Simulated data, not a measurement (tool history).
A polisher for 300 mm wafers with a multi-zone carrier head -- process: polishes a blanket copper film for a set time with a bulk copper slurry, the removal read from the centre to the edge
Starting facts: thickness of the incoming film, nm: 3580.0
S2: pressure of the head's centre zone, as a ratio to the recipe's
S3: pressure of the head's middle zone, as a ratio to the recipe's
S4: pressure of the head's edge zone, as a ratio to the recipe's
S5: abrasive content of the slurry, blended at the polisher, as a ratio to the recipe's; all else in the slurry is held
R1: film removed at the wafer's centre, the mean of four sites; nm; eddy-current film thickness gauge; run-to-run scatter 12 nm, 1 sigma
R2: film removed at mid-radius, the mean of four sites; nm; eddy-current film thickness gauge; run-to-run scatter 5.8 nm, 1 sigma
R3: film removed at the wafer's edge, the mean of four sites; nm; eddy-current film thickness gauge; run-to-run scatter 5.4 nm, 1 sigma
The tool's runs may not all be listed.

Run 1, hour 0.0: flow of slurry (ml/min) 195, S2 1.00, S3 1.00, S4 1.00, S5 1.00, polishing time (s) 81. Result: R1 1099.50 nm, R2 1079.90 nm, R3 1051.60 nm.
Run 2, hour 8.7: flow of slurry (ml/min) 195, S2 1.00, S3 1.00, S4 1.00, S5 1.20, polishing time (s) 81. Result: R1 1134.10 nm, R2 1143.30 nm, R3 1107.60 nm.
Run 3, hour 11.6: flow of slurry (ml/min) 195, S2 0.96, S3 1.00, S4 1.00, S5 1.20, polishing time (s) 81. Result: R1 1104.20 nm, R2 1128.30 nm, R3 1101.40 nm.
Run 4, hour 16.7: flow of slurry (ml/min) 190, S2 0.96, S3 0.99, S4 0.97, S5 1.05, polishing time (s) 80. Result: R1 1023.40 nm, R2 1060.60 nm, R3 1034.00 nm.
Run 5, hour 21.9: flow of slurry (ml/min) 190, S2 0.98, S3 0.98, S4 0.95, S5 0.95, polishing time (s) 78. Result: R1 1015.10 nm, R2 990.89 nm, R3 978.15 nm.
Run 6, hour 28.2: flow of slurry (ml/min) 190, S2 0.98, S3 0.98, S4 0.95, S5 1.10, polishing time (s) 78. Result: R1 1063.50 nm, R2 1059.60 nm, R3 998.98 nm.
Run 7, hour 36.4: flow of slurry (ml/min) 185, S2 0.97, S3 0.96, S4 0.93, S5 1.00, polishing time (s) 77. Result: R1 971.12 nm, R2 983.35 nm, R3 969.11 nm.
Run 8, hour 37.9: flow of slurry (ml/min) 185, S2 0.98, S3 0.96, S4 0.91, S5 0.90, polishing time (s) 76. Result: R1 982.21 nm, R2 944.26 nm, R3 918.30 nm.
Run 9, hour 42.7: flow of slurry (ml/min) 180, S2 0.98, S3 0.96, S4 0.89, S5 0.85, polishing time (s) 75. Result: R1 914.55 nm, R2 925.74 nm, R3 880.07 nm.

Run 10 comes next. What will it give?
At hour 51.6: worn pad replaced by a new one.
Run 10, hour 51.6: flow of slurry (ml/min) 175, S2 0.99, S3 0.95, S4 0.87, S5 0.80, polishing time (s) 75. Result: R1 ?, R2 ?, R3 ?.

R1: 1035.90 nm
R2: 1001.70 nm
R3: 954.84 nm

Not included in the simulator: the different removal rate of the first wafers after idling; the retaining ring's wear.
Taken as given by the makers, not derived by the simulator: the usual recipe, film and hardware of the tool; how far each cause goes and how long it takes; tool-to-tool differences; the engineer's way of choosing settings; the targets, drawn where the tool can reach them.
